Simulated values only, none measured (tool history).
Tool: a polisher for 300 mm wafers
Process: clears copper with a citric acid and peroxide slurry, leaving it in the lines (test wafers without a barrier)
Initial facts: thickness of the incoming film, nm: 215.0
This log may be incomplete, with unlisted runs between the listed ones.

run,hour,flow of slurry (ml/min),pressure of the wafer on the pad (kPa),speed of the pad under the wafer (m/s),abrasive content of the slurry,overpolish time after the end point (s),time until the end point was called (s),dishing of a wide line in a test structure (nm)
1,0,255,27.6,0.88,1,24,83.489,43.259
2,7.9,255,27.6,0.88,0.85,24,86.657,41.011
3,16.8,255,27.6,0.76,0.85,24,97.726,36.647
4,19.4,255,27.6,0.76,0.85,28,98.185,42.003
5,23.4,255,33.8,0.76,0.85,28,80.922,49.61
6,30.3,255,27.6,0.76,0.85,31,99.737,44.572
7,33,255,23.4,0.76,0.85,34,116.57,42.111
8,36.3,250,21.4,0.76,0.85,36,126,40.677
9,42.7,245,20,0.76,0.85,38,137.15,41.271

What will run 10 give?
10,50.5,205,17.2,0.76,0.85,39,?,?

Run 10 gave time until the end point was called (s) 159.83, dishing of a wide line in a test structure (nm) 35.942.
